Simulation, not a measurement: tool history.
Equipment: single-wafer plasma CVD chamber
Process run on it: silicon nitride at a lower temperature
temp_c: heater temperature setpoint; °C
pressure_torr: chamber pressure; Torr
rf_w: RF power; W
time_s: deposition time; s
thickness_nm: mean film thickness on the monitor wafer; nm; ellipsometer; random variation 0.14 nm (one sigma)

{"run": 1, "hour": 0.0, "temp_c": 345, "pressure_torr": 1.84, "rf_w": 260, "time_s": 31.2, "thickness_nm": 34.243}
{"run": 2, "hour": 3.1, "temp_c": 345, "pressure_torr": 1.95, "rf_w": 260, "time_s": 31.2, "thickness_nm": 34.192}
{"run": 3, "hour": 5.0, "temp_c": 345, "pressure_torr": 1.95, "rf_w": 280, "time_s": 31.2, "thickness_nm": 36.737}
{"run": 4, "hour": 12.8, "temp_c": 345, "pressure_torr": 1.91, "rf_w": 265, "time_s": 30.9, "thickness_nm": 34.612}
{"run": 5, "hour": 13.8, "temp_c": 345, "pressure_torr": 1.88, "rf_w": 250, "time_s": 30.7, "thickness_nm": 32.238}
{"run": 6, "hour": 16.8, "temp_c": 355, "pressure_torr": 1.88, "rf_w": 250, "time_s": 30.7, "thickness_nm": 32.277}
{"run": 7, "hour": 24.8, "temp_c": 355, "pressure_torr": 1.83, "rf_w": 240, "time_s": 30.6, "thickness_nm": 30.761}

Run 8 comes next. What will it give?
{"run": 8, "hour": 33.8, "temp_c": 355, "pressure_torr": 1.78, "rf_w": 235, "time_s": 30.6, "thickness_nm": "?"}

{"run 8": {"thickness_nm": 29.909}}
